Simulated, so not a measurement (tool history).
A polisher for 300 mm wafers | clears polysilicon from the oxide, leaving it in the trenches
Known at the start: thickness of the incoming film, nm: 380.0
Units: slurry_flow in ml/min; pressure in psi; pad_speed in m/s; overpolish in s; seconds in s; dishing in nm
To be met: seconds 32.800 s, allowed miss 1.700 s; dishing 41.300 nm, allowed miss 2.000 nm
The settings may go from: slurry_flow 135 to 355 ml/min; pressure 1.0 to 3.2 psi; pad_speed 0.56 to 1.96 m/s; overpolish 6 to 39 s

run 1 day=0.000 | slurry_flow=225 pressure=2.1 pad_speed=1.26 overpolish=20 | seconds=25.515 dishing=57.420
run 2 day=0.162 | slurry_flow=225 pressure=2.1 pad_speed=1.26 overpolish=27 | seconds=26.361 dishing=58.385
run 3 day=0.429 | slurry_flow=225 pressure=2.0 pad_speed=1.26 overpolish=23 | seconds=26.631 dishing=57.884
run 4 day=0.538 | slurry_flow=225 pressure=2.0 pad_speed=1.20 overpolish=19 | seconds=28.104 dishing=56.901
run 5 day=0.879 | slurry_flow=225 pressure=2.0 pad_speed=0.96 overpolish=19 | seconds=34.706 dishing=56.404
run 6 day=1.012 | slurry_flow=225 pressure=2.2 pad_speed=0.96 overpolish=19 | seconds=32.578 dishing=57.386
run 7 day=1.142 | slurry_flow=220 pressure=1.9 pad_speed=1.06 overpolish=16 | seconds=33.265 dishing=55.999
run 8 day=1.492 | slurry_flow=200 pressure=1.7 pad_speed=1.16 overpolish=14 | seconds=32.429 dishing=54.965
run 9 day=1.817 | slurry_flow=185 pressure=1.6 pad_speed=1.22 overpolish=12 | seconds=33.666 dishing=53.057
run 10 day=1.950 | slurry_flow=175 pressure=1.5 pad_speed=1.30 overpolish=11 | seconds=33.132 dishing=52.174
run 11 day=2.125 | slurry_flow=165 pressure=1.4 pad_speed=1.36 overpolish=10 | seconds=34.072 dishing=50.556
run 12 day=2.196 | slurry_flow=160 pressure=1.3 pad_speed=1.44 overpolish=9 | seconds=34.143 dishing=48.049
run 13 day=2.542 | slurry_flow=155 pressure=1.2 pad_speed=1.50 overpolish=8 | seconds=34.291 dishing=45.735
run 14 day=2.917 | slurry_flow=150 pressure=1.2 pad_speed=1.54 overpolish=8 | seconds=33.745 dishing=46.934
run 15 day=3.275 | slurry_flow=215 pressure=1.5 pad_speed=1.18 overpolish=6 | seconds=35.812 dishing=39.769

5 next moves are on the table. One of them brings every result within its allowed miss. Which?
run A day=3.633 | slurry_flow=240 pressure=1.4 pad_speed=1.34 overpolish=6 | seconds=? dishing=?
run B day=3.633 | slurry_flow=275 pressure=1.0 pad_speed=1.44 overpolish=6 | seconds=? dishing=?
run C day=3.633 | slurry_flow=225 pressure=1.0 pad_speed=1.46 overpolish=7 | seconds=? dishing=?
run D day=3.633 | slurry_flow=250 pressure=1.5 pad_speed=1.16 overpolish=6 | seconds=? dishing=?
run E day=3.633 | slurry_flow=250 pressure=1.3 pad_speed=1.10 overpolish=6 | seconds=? dishing=?

move=A seconds=33.312 dishing=41.987
move=B seconds=38.574 dishing=38.854
move=C seconds=38.821 dishing=42.011
move=D seconds=36.295 dishing=40.164
move=E seconds=42.340 dishing=36.839
A: meets every target
B: further off than the last run
C: further off than the last run
D: further off than the last run
E: further off than the last run
The right move is A.
